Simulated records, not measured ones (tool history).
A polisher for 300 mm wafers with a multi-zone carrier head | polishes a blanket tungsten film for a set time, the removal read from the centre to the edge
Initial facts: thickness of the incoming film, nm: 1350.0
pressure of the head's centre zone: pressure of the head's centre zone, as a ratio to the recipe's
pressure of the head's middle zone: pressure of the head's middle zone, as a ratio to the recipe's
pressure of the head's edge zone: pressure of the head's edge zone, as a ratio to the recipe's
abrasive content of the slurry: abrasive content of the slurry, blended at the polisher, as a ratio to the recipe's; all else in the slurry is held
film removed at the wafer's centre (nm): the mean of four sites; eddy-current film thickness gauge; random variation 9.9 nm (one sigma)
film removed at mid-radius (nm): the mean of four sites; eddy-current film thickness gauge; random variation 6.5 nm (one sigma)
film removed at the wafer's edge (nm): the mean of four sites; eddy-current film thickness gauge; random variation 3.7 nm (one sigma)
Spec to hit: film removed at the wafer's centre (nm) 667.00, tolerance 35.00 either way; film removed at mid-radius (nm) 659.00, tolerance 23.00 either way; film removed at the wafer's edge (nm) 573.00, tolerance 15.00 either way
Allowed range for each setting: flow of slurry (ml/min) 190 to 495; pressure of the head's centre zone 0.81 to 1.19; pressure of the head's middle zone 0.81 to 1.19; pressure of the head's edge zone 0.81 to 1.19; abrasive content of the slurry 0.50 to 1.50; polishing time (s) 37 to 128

run,hour,flow of slurry (ml/min),pressure of the head's centre zone,pressure of the head's middle zone,pressure of the head's edge zone,abrasive content of the slurry,polishing time (s),film removed at the wafer's centre (nm),film removed at mid-radius (nm),film removed at the wafer's edge (nm)
1,0.0,320,1.00,1.00,1.00,1.00,82,486.14,497.39,480.39
2,7.1,320,1.00,1.00,1.00,1.10,82,499.74,496.80,495.94
3,9.3,320,1.00,1.00,0.97,1.10,82,492.33,507.75,482.48
4,11.7,245,1.00,1.00,0.97,1.10,82,476.68,497.17,475.49
5,17.1,245,1.00,1.07,0.97,1.10,82,502.49,528.17,475.93
6,24.5,245,1.05,1.07,0.97,1.10,82,513.65,521.45,481.11
7,29.1,260,1.06,1.10,0.97,1.20,83,552.69,549.26,491.44
8,31.7,265,1.06,1.12,0.99,1.30,85,555.90,585.51,517.67

Pick the move, out of 5, that brings all results within their allowed miss; only one does.
A,34.3,250,0.81,1.00,1.19,1.50,88,?,?,?
B,34.3,285,0.89,1.19,0.95,1.30,75,?,?,?
C,34.3,240,0.88,1.19,1.02,1.45,86,?,?,?
D,34.3,250,1.02,0.98,1.15,1.05,80,?,?,?
E,34.3,315,1.12,1.15,0.98,1.20,95,?,?,?

move,film removed at the wafer's centre (nm),film removed at mid-radius (nm),film removed at the wafer's edge (nm)
A,463.41,548.52,604.03
B,424.79,532.05,449.14
C,485.53,615.55,539.39
D,488.74,455.80,502.17
E,665.42,647.85,571.67
A: the result that was furthest off in the last run now lies on the other side of its target
B: further off than the last run
C: further off than the last run
D: further off than the last run
E: each result inside its tolerance
The move that meets every target is E.

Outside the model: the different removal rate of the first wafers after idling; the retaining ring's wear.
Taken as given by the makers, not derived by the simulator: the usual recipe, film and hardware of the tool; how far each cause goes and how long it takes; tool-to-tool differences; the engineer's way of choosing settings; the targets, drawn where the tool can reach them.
